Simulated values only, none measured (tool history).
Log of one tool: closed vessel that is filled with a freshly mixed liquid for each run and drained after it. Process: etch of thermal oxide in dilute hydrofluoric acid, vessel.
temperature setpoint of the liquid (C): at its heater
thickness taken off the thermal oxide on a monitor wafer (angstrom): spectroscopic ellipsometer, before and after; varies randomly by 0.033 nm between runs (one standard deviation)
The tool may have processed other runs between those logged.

run	hour	temperature setpoint of the liquid (C)	parts of water to one part of 49 % hydrofluoric acid (parts by volume)	time in the liquid (s)	thickness taken off the thermal oxide on a monitor wafer (angstrom)
1	0	20	45	40	38.263
2	1.1	20	30	40	57.404
3	6.1	20	45	40	37.892
4	9.6	20.5	45	40	38.986
5	18.1	17.5	45	40	34.093
6	25.2	18.5	45	40	35.395
7	32.1	18.5	45	40	35.875
8	36.2	19	45	40	36.74

Run 9 has not been measured yet. What should we expect?
9	41.6	23	45	40	?

Logged for run 9: thickness taken off the thermal oxide on a monitor wafer (angstrom) 43.572.

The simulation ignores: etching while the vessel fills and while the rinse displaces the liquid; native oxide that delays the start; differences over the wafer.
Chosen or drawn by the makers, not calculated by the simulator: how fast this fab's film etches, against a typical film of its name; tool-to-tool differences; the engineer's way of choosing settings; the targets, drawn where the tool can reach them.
